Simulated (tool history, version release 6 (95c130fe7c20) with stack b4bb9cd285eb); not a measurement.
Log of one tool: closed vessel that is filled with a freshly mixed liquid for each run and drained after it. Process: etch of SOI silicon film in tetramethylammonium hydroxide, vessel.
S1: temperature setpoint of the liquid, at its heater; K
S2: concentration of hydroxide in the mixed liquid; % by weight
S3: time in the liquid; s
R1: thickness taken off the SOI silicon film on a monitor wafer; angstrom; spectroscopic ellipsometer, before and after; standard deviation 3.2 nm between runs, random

{"run": 1, "hour": 0.0, "S1": 344.15, "S2": 17.5, "S3": 35, "R1": 2348.8}
{"run": 2, "hour": 6.7, "S1": 344.15, "S2": 17.5, "S3": 30, "R1": 2021.4}
{"run": 3, "hour": 9.6, "S1": 338.65, "S2": 17.5, "S3": 30, "R1": 1439}
{"run": 4, "hour": 10.5, "S1": 341.65, "S2": 17.5, "S3": 30, "R1": 1745.4}
{"run": 5, "hour": 12.1, "S1": 341.65, "S2": 17.5, "S3": 30, "R1": 1759.9}
{"run": 6, "hour": 17.0, "S1": 343.65, "S2": 17.5, "S3": 30, "R1": 1956.7}
{"run": 7, "hour": 23.4, "S1": 345.65, "S2": 17.5, "S3": 30, "R1": 2186.5}
{"run": 8, "hour": 32.0, "S1": 347.15, "S2": 17.5, "S3": 30, "R1": 2409.6}
{"run": 9, "hour": 40.5, "S1": 348.65, "S2": 17.5, "S3": 30, "R1": 2614.8}
{"run": 10, "hour": 48.1, "S1": 349.65, "S2": 17.5, "S3": 30, "R1": 2709.8}

Run 11 has not been measured yet. What should we expect?
{"run": 11, "hour": 50.3, "S1": 354.65, "S2": 17, "S3": 30, "R1": "?"}

R1: 3730 angstrom

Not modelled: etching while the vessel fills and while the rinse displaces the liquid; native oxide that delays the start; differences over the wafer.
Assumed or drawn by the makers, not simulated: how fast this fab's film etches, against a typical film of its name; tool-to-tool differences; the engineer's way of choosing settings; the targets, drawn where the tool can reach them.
